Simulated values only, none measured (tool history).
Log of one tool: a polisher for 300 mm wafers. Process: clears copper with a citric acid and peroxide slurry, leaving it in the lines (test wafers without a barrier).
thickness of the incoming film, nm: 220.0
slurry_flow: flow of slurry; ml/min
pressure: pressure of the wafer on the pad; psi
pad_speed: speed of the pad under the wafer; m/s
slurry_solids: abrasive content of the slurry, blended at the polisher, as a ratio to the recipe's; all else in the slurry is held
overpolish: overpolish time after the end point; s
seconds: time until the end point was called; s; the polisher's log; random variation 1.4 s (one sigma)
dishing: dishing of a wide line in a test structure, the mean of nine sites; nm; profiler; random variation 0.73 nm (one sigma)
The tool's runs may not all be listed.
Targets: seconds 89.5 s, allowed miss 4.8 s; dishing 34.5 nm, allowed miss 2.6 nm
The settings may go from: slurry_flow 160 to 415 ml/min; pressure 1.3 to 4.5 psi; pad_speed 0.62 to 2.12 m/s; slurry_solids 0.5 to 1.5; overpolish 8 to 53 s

run	hour	slurry_flow	pressure	pad_speed	slurry_solids	overpolish	seconds	dishing
1	0	265	2.9	1.36	1	27	71.909	59.667
2	2.7	265	3.4	1.36	1	27	62.973	68.084
3	5.1	265	3.4	1.1	1	27	68.834	61.041
4	11.1	265	3.3	1.08	1	25	72.324	56.944
5	19.7	265	3.2	1.08	1	23	75.215	51.122
6	22.1	265	3.2	0.78	1	23	90.815	42.236
7	27.7	265	3.2	0.78	1	22	91.171	41.43
8	29	265	3.2	0.78	1	21	92.949	40.242
9	36.5	265	3.2	0.78	1	20	91.159	37.863

Which of these 5 next moves meets every target?
A	44	270	3.6	0.78	1.1	16	?	?
B	44	270	3.2	0.78	1.05	18	?	?
C	44	315	3.8	0.78	0.9	15	?	?
D	44	255	3.5	0.92	0.9	16	?	?
E	44	345	3.4	0.78	1.2	16	?	?

move	seconds	dishing
A	79.118	34.528
B	89.745	34.153
C	78.169	32.976
D	78.156	34.875
E	80.276	34.022
A: brings the result that was furthest off to its target, and leaves another outside
B: meets every target
C: brings the result that was furthest off to its target, and leaves another outside
D: brings the result that was furthest off to its target, and leaves another outside
E: brings the result that was furthest off to its target, and leaves another outside
Move B is the one to make.
